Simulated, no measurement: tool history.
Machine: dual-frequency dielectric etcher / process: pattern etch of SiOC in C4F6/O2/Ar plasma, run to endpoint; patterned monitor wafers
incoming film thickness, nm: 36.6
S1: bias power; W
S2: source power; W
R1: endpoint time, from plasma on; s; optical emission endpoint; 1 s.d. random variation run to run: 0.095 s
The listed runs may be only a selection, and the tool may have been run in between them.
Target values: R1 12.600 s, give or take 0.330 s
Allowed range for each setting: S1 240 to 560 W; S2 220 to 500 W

{"run": 1, "day": 0.0, "S1": 400, "S2": 360, "R1": 14.369}
{"run": 2, "day": 0.179, "S1": 462, "S2": 360, "R1": 13.508}
{"run": 3, "day": 0.458, "S1": 462, "S2": 300, "R1": 14.436}
{"run": 4, "day": 0.733, "S1": 475, "S2": 310, "R1": 14.043}
{"day": 0.908, "done": "source power generator calibrated"}
{"run": 5, "day": 0.908, "S1": 436, "S2": 310, "R1": 14.492}
{"run": 6, "day": 1.208, "S1": 489, "S2": 310, "R1": 14.078}
{"run": 7, "day": 1.358, "S1": 498, "S2": 320, "R1": 13.784}
{"run": 8, "day": 1.688, "S1": 506, "S2": 330, "R1": 13.378}
{"run": 9, "day": 1.783, "S1": 512, "S2": 330, "R1": 13.386}
{"run": 10, "day": 1.817, "S1": 518, "S2": 330, "R1": 13.095}
{"run": 11, "day": 1.983, "S1": 522, "S2": 330, "R1": 13.169}
{"run": 12, "day": 2.35, "S1": 527, "S2": 330, "R1": 13.118}
{"run": 13, "day": 2.588, "S1": 527, "S2": 330, "R1": 13.107}
{"run": 14, "day": 2.638, "S1": 531, "S2": 330, "R1": 12.869}
{"run": 15, "day": 2.988, "S1": 533, "S2": 330, "R1": 13.077}
{"run": 16, "day": 3.112, "S1": 536, "S2": 330, "R1": 12.918}

Exercise: of the 5 proposed moves below, exactly one satisfies all targets within the stated allowed misses. Which move is it?
{"run": "A", "day": 3.238, "S1": 554, "S2": 340, "R1": "?"}
{"run": "B", "day": 3.238, "S1": 560, "S2": 290, "R1": "?"}
{"run": "C", "day": 3.238, "S1": 515, "S2": 310, "R1": "?"}
{"run": "D", "day": 3.238, "S1": 511, "S2": 310, "R1": "?"}
{"run": "E", "day": 3.238, "S1": 526, "S2": 320, "R1": "?"}

move=A R1=12.668
move=B R1=13.423
move=C R1=13.588
move=D R1=13.637
move=E R1=13.288
A: every result within its allowed miss
B: further off than the last run
C: further off than the last run
D: further off than the last run
E: further off than the last run
A meets every target.

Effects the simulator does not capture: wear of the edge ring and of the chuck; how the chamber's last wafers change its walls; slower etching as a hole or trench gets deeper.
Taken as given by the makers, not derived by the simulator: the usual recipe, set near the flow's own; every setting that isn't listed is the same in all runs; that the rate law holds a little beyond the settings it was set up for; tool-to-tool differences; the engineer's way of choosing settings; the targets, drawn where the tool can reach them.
